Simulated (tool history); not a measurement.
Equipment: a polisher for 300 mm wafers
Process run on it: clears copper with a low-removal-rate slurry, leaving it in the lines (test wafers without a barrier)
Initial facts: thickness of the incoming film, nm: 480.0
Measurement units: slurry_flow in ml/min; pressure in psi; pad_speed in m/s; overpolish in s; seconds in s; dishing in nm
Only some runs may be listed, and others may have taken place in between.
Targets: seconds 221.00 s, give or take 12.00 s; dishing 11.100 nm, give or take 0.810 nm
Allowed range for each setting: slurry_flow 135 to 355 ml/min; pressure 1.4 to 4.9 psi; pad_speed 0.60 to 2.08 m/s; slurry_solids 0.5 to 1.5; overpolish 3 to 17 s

run,hour,slurry_flow,pressure,pad_speed,slurry_solids,overpolish,seconds,dishing
1,0.0,225,3.1,1.34,1.0,9,135.36,32.187
2,1.4,225,3.1,1.34,0.8,9,137.23,30.175
3,5.7,225,2.8,1.32,0.8,8,153.60,24.546
4,7.9,225,2.6,1.30,0.8,7,166.03,19.701
5,12.0,225,2.4,1.30,0.8,6,173.16,16.159
6,16.4,225,3.1,1.30,0.8,6,146.18,20.118
7,22.5,225,2.8,1.30,0.8,6,158.33,18.046
8,26.5,225,2.5,1.30,0.8,6,170.52,16.856
9,27.5,225,2.3,1.30,0.8,6,179.83,15.712
10,34.1,225,2.1,1.30,0.8,6,193.20,15.142
11,42.0,225,2.0,1.30,0.8,6,204.12,14.497
12,43.4,225,2.0,1.30,0.8,6,202.13,14.101
13,48.0,225,1.9,1.30,0.8,6,218.92,13.978
14,50.2,225,1.9,1.30,0.8,6,215.19,13.285
15,57.2,225,1.9,1.30,0.8,6,215.81,13.594

4 next moves are on the table. One of them brings every result within its allowed miss. Which?
A,64.2,215,1.5,1.48,0.8,6,?,?
B,64.2,200,1.9,1.10,0.7,7,?,?
C,64.2,255,1.4,1.52,1.0,5,?,?
D,64.2,185,1.9,1.32,0.8,7,?,?

move,seconds,dishing
A,231.29,13.015
B,266.30,13.230
C,222.33,11.338
D,220.36,15.852
A: nearer the targets than the last run, but a result is still out of spec
B: lands further from the targets than the last run did
C: hits every target within its allowed miss
D: lands further from the targets than the last run did
So the answer is move C, the one that meets all the targets.
